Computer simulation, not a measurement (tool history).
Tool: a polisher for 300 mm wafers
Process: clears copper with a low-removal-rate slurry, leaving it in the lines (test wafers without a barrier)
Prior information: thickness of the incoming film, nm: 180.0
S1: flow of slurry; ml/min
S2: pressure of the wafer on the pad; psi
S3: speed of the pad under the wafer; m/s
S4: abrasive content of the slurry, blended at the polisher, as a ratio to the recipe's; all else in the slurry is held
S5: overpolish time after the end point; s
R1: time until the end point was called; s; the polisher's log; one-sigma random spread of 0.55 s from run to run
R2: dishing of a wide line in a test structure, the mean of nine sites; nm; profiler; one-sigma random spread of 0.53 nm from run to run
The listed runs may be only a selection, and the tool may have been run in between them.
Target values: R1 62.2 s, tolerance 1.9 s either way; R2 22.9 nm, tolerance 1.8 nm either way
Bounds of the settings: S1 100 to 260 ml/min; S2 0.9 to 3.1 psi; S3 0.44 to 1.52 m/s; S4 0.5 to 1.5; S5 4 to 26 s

{"run": 1, "hour": 0.0, "S1": 165, "S2": 2, "S3": 0.98, "S4": 1, "S5": 13, "R1": 92.756, "R2": 18.134}
{"run": 2, "hour": 7.7, "S1": 165, "S2": 1.7, "S3": 0.98, "S4": 1, "S5": 13, "R1": 103.05, "R2": 16.64}
{"run": 3, "hour": 14.6, "S1": 200, "S2": 1.7, "S3": 0.98, "S4": 1, "S5": 13, "R1": 99.363, "R2": 16.393}
{"run": 4, "hour": 16.6, "S1": 200, "S2": 1.7, "S3": 0.98, "S4": 0.9, "S5": 13, "R1": 102.39, "R2": 16.716}
{"run": 5, "hour": 24.9, "S1": 230, "S2": 1.7, "S3": 0.98, "S4": 0.9, "S5": 13, "R1": 100.98, "R2": 16.228}
{"run": 6, "hour": 26.2, "S1": 230, "S2": 1.7, "S3": 0.98, "S4": 0.9, "S5": 8, "R1": 101.75, "R2": 10.669}
{"run": 7, "hour": 30.8, "S1": 230, "S2": 1.9, "S3": 0.98, "S4": 0.9, "S5": 9, "R1": 94.693, "R2": 13.219}
{"run": 8, "hour": 39.7, "S1": 230, "S2": 2.1, "S3": 0.98, "S4": 0.9, "S5": 9, "R1": 88.302, "R2": 13.749}
{"run": 9, "hour": 45.1, "S1": 230, "S2": 2.2, "S3": 0.98, "S4": 0.9, "S5": 9, "R1": 84.979, "R2": 14.051}
{"run": 10, "hour": 47.5, "S1": 230, "S2": 2.3, "S3": 0.98, "S4": 0.9, "S5": 9, "R1": 82.748, "R2": 14.078}
{"run": 11, "hour": 52.8, "S1": 230, "S2": 2.4, "S3": 0.98, "S4": 0.9, "S5": 9, "R1": 80.968, "R2": 14.876}
{"run": 12, "hour": 61.0, "S1": 230, "S2": 2.5, "S3": 0.98, "S4": 0.9, "S5": 9, "R1": 77.164, "R2": 15.726}
{"run": 13, "hour": 69.1, "S1": 230, "S2": 2.6, "S3": 0.98, "S4": 0.9, "S5": 9, "R1": 75.516, "R2": 15.404}
{"run": 14, "hour": 71.1, "S1": 230, "S2": 2.7, "S3": 0.98, "S4": 0.9, "S5": 9, "R1": 73.503, "R2": 16.482}
{"run": 15, "hour": 74.1, "S1": 235, "S2": 3.1, "S3": 0.98, "S4": 0.9, "S5": 11, "R1": 66.54, "R2": 21.856}

Below are 4 possible settings for the next run. Only one of them brings all results inside the allowed miss of their targets. Which is it?
{"run": "A", "hour": 77.1, "S1": 255, "S2": 2.9, "S3": 1.2, "S4": 0.85, "S5": 10, "R1": "?", "R2": "?"}
{"run": "B", "hour": 77.1, "S1": 200, "S2": 3.1, "S3": 1, "S4": 1.2, "S5": 11, "R1": "?", "R2": "?"}
{"run": "C", "hour": 77.1, "S1": 215, "S2": 3.1, "S3": 1.1, "S4": 0.75, "S5": 14, "R1": "?", "R2": "?"}
{"run": "D", "hour": 77.1, "S1": 235, "S2": 3, "S3": 1, "S4": 0.9, "S5": 13, "R1": "?", "R2": "?"}

move=A R1=57.096 R2=22.357
move=B R1=61.984 R2=22.669
move=C R1=61.854 R2=28.404
move=D R1=66.247 R2=24.875
A: takes the biggest miss from the last run beyond its target
B: meets every target
C: corrects the largest miss of the last run, while another result sits out of spec
D: nearer the targets than the last run, but a result is still out of spec
Move B is the one to make.

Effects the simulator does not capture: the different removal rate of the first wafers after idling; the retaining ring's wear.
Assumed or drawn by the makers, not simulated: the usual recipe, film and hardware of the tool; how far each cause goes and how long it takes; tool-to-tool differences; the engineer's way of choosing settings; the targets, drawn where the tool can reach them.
